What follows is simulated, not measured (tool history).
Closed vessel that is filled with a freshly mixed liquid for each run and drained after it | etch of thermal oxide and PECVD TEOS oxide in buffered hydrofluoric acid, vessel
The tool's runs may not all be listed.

| run | day | temperature setpoint of the liquid (C) | parts of 40 % ammonium fluoride to one part of 49 % hydrofluoric acid (parts by volume) | time in the liquid (s) | thickness taken off the thermal oxide on a monitor wafer (Å) | thickness taken off the PECVD TEOS oxide on a monitor wafer (Å) |
|---|---|---|---|---|---|---|
| 1 | 0.000 | 21.0 | 9.0 | 60 | 693.81 | 1326.5 |
| 2 | 0.058 | 22.0 | 9.0 | 60 | 732.65 | 1401.6 |
| 3 | 0.079 | 20.0 | 9.0 | 60 | 655.18 | 1246.7 |
| 4 | 0.192 | 21.0 | 9.0 | 60 | 694.58 | 1303.8 |
| 5 | 0.383 | 21.0 | 9.0 | 75 | 867.59 | 1660.0 |
| 6 | 0.525 | 19.5 | 9.0 | 75 | 795.11 | 1526.0 |

The next listed run, before its measurement:
| 7 | 0.667 | 20.0 | 9.0 | 75 | ? | ? |

{"run 7": {"thickness taken off the thermal oxide on a monitor wafer (Å)": 823.35, "thickness taken off the PECVD TEOS oxide on a monitor wafer (Å)": 1573.1}}
